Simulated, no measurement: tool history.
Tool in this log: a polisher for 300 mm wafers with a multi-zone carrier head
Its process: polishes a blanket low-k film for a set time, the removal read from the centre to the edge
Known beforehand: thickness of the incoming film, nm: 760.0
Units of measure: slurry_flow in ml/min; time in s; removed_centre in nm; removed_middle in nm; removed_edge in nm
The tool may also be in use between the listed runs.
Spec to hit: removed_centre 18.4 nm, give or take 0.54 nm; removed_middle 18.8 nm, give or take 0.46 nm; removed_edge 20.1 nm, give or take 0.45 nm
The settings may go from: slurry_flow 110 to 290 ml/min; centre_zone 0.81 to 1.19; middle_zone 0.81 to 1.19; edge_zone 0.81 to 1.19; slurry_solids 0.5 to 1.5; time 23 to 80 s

run	hour	slurry_flow	centre_zone	middle_zone	edge_zone	slurry_solids	time	removed_centre	removed_middle	removed_edge
1	0	185	1	1	1	1	51	17.875	18.313	17.867
2	7.8	185	0.97	1	1	1	51	17.225	18.204	17.672
3	8.4	190	0.97	1	1.02	1	51	17.312	18.425	18.153
4	12.3	195	0.97	1	1.03	1	51	17.505	18.245	18.221
5	20.4	195	0.97	1.03	1.03	1	51	17.481	18.676	18.164
6	23.2	200	0.97	1.03	1.04	1	51	17.264	18.753	18.342
7	26.3	200	0.97	1.03	1.04	1	51	17.618	18.829	18.218
8	28.3	205	0.97	1.03	1.05	1	51	17.435	18.735	18.409
9	36.4	255	0.99	0.99	1.14	1.05	51	18.988	19.164	20.453

Next run, 4 choices. One meets every target within its allowed miss, the rest don't. Which?
A	44.5	250	0.91	0.9	1.02	1.3	49	?	?	?
B	44.5	260	0.96	0.96	1.19	0.95	50	?	?	?
C	44.5	290	0.99	0.94	1.08	1.05	49	?	?	?
D	44.5	290	0.91	0.98	1.17	0.95	52	?	?	?

move	removed_centre	removed_middle	removed_edge
A	18.673	18.732	20.069
B	17.547	17.603	19.35
C	18.786	17.992	19.084
D	17.602	18.84	20.125
A: hits every target within its allowed miss
B: takes the biggest miss from the last run beyond its target
C: brings the result that was furthest off to its target, and leaves another outside
D: takes the biggest miss from the last run beyond its target
A meets every target.
